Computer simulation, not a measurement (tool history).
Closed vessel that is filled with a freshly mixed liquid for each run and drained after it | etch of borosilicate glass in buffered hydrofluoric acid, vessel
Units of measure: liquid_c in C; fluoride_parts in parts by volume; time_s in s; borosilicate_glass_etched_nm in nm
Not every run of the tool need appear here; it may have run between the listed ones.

run	hour	liquid_c	fluoride_parts	time_s	borosilicate_glass_etched_nm
1	0.0	23	9.0	95	106.54
2	6.9	24	8.5	95	116.52
3	15.7	24	8.5	95	117.45
4	24.0	24	8.5	95	116.99
5	26.1	24	8.5	100	122.32
6	34.7	25	8.0	100	136.04

Estimate the outcome of run 7 from the log above:
7	38.0	26	7.5	100	?

{"run 7": {"borosilicate_glass_etched_nm": 154.34}}

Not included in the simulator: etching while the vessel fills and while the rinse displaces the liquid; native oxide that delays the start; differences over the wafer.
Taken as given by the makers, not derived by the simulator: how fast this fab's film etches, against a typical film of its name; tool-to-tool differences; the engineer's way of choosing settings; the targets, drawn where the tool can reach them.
